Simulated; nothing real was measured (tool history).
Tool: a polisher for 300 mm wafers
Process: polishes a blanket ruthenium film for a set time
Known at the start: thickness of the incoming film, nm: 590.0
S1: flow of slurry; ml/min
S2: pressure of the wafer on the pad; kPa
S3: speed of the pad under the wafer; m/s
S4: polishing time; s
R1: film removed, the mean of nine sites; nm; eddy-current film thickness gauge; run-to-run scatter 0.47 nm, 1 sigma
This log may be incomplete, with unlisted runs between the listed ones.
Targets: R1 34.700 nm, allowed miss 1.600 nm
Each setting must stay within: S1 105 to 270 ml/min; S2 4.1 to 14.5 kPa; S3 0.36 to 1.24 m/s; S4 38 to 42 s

Run 1, hour 0.0: S1 175 ml/min, S2 9.0 kPa, S3 0.80 m/s, S4 42 s. Result: R1 26.947 nm.
Run 2, hour 7.7: S1 200 ml/min, S2 9.0 kPa, S3 0.80 m/s, S4 42 s. Result: R1 27.932 nm.
Run 3, hour 14.7: S1 200 ml/min, S2 6.9 kPa, S3 0.80 m/s, S4 42 s. Result: R1 22.186 nm.
Run 4, hour 19.7: S1 205 ml/min, S2 7.6 kPa, S3 0.80 m/s, S4 42 s. Result: R1 24.591 nm.
Run 5, hour 28.0: S1 205 ml/min, S2 7.6 kPa, S3 0.80 m/s, S4 42 s. Result: R1 24.619 nm.
Run 6, hour 30.1: S1 205 ml/min, S2 7.6 kPa, S3 0.90 m/s, S4 42 s. Result: R1 26.809 nm.
Run 7, hour 37.0: S1 210 ml/min, S2 8.3 kPa, S3 0.90 m/s, S4 42 s. Result: R1 29.179 nm.
Run 8, hour 38.1: S1 215 ml/min, S2 8.3 kPa, S3 0.90 m/s, S4 42 s. Result: R1 28.847 nm.
Run 9, hour 45.5: S1 215 ml/min, S2 9.0 kPa, S3 0.90 m/s, S4 42 s. Result: R1 31.328 nm.

4 candidate next runs follow, results not yet known. Just one meets every target within its allowed miss. Identify it.
Run A, hour 52.9: S1 195 ml/min, S2 7.6 kPa, S3 1.02 m/s, S4 40 s. Result: R1 ?.
Run B, hour 52.9: S1 225 ml/min, S2 9.0 kPa, S3 1.02 m/s, S4 42 s. Result: R1 ?.
Run C, hour 52.9: S1 215 ml/min, S2 9.0 kPa, S3 0.86 m/s, S4 39 s. Result: R1 ?.
Run D, hour 52.9: S1 160 ml/min, S2 9.0 kPa, S3 0.88 m/s, S4 42 s. Result: R1 ?.

move      R1
   A  28.593
   B  35.135
   C  27.894
   D  29.762
A: lands further from the targets than the last run did
B: all results land within tolerance of their targets
C: lands further from the targets than the last run did
D: lands further from the targets than the last run did
Go with B: it meets all targets.
